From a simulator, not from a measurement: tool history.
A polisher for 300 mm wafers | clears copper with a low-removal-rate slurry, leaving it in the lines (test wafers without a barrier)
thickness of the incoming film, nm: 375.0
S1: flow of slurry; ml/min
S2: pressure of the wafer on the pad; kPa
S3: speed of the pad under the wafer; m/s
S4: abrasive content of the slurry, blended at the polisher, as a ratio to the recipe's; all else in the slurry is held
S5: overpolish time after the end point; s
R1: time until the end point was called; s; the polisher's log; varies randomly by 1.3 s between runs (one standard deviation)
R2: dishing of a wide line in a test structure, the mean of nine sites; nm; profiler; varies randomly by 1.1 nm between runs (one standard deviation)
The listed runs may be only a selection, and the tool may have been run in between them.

run 1 day=0 | S1=240 S2=20 S3=1.16 S4=1 S5=26 | R1=126.3 R2=51.809
run 2 day=0.192 | S1=240 S2=20 S3=1.26 S4=1 S5=26 | R1=119.69 R2=53.129
run 3 day=0.371 | S1=240 S2=21.4 S3=1.28 S4=1 S5=24 | R1=112.66 R2=53.576
run 4 day=0.425 | S1=240 S2=21.4 S3=1.28 S4=1 S5=16 | R1=109.48 R2=39.765
run 5 day=0.521 | S1=240 S2=21.4 S3=1.44 S4=1 S5=16 | R1=102.47 R2=44.397
run 6 day=0.775 | S1=240 S2=22.1 S3=1.44 S4=1 S5=16 | R1=98.024 R2=44.921

Predict the results of run 7:
run 7 day=0.942 | S1=240 S2=22.8 S3=1.44 S4=1 S5=16 | R1=? R2=?

{"run 7": {"R1": 97.389, "R2": 42.857}}

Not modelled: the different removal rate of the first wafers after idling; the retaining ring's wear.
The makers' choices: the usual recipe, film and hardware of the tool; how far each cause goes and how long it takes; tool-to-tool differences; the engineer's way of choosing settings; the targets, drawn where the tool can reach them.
